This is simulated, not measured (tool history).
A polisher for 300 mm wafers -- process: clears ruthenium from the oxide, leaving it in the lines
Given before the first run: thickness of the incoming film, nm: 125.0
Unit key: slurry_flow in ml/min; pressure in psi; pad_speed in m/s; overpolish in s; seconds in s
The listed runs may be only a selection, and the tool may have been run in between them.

run  hour  slurry_flow  pressure  pad_speed  overpolish  seconds
  1     0          130       2.7        0.8          13   107.29
  2   1.6          130       2.7        0.8          14   109.51
  3   4.1          135       2.9        0.8          14   101.93
  4  11.5          165       2.9        0.8          14   98.502
  5  12.1          150       2.9        0.8          14   100.74
  6  16.4          150       2.9        0.8          13   98.726
  7  25.3          150         3        0.8          13   97.828

Predict the results of run 8:
  8  33.8          150       3.2        0.8          13        ?

{"run 8": {"seconds": 93.974}}

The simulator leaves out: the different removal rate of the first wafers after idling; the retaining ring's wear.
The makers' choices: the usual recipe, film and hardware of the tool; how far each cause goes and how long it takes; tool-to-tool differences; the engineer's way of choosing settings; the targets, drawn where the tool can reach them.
